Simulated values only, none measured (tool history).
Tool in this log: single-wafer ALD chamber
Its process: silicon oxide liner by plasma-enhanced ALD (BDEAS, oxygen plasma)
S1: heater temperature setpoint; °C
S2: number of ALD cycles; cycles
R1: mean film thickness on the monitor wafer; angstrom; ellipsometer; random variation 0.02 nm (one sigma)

run,hour,S1,S2,R1
1,0,315,59,51.391
2,6.5,316,58,50.371
3,12.7,317,57,49.592
4,17.5,309,57,49.868
5,23.3,309,62,54.419
6,29.4,304,62,54.642

Forecast run 7:
7,30.4,304,60,?

{"run 7": {"R1": 52.983}}

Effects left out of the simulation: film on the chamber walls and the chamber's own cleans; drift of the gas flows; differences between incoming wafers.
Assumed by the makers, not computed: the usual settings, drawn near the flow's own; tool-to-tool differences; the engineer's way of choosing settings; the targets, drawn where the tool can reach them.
